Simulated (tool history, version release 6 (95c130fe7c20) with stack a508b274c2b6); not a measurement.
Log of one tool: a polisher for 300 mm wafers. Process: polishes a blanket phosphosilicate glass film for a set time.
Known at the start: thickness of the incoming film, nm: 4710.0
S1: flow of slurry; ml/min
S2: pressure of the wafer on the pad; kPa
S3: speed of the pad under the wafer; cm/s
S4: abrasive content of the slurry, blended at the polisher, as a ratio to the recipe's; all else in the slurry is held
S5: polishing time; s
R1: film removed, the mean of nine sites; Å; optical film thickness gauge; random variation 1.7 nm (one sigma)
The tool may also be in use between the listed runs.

{"run": 1, "hour": 0.0, "S1": 180, "S2": 15.2, "S3": 124, "S4": 1, "S5": 81, "R1": 4763.7}
{"run": 2, "hour": 7.3, "S1": 205, "S2": 15.2, "S3": 124, "S4": 1, "S5": 81, "R1": 4871.6}
{"run": 3, "hour": 8.0, "S1": 205, "S2": 15.2, "S3": 144, "S4": 1, "S5": 81, "R1": 5461.4}
{"run": 4, "hour": 9.3, "S1": 205, "S2": 13.8, "S3": 144, "S4": 1, "S5": 81, "R1": 5013.7}
{"run": 5, "hour": 17.1, "S1": 195, "S2": 11.7, "S3": 132, "S4": 1, "S5": 81, "R1": 4086.2}
{"run": 6, "hour": 19.4, "S1": 185, "S2": 10.3, "S3": 122, "S4": 1, "S5": 81, "R1": 3465.4}
{"run": 7, "hour": 22.8, "S1": 175, "S2": 9, "S3": 116, "S4": 1, "S5": 81, "R1": 2962.2}

Forecast run 8:
{"run": 8, "hour": 25.4, "S1": 175, "S2": 9, "S3": 116, "S4": 1, "S5": 81, "R1": "?"}

R1: 2984.8 Å

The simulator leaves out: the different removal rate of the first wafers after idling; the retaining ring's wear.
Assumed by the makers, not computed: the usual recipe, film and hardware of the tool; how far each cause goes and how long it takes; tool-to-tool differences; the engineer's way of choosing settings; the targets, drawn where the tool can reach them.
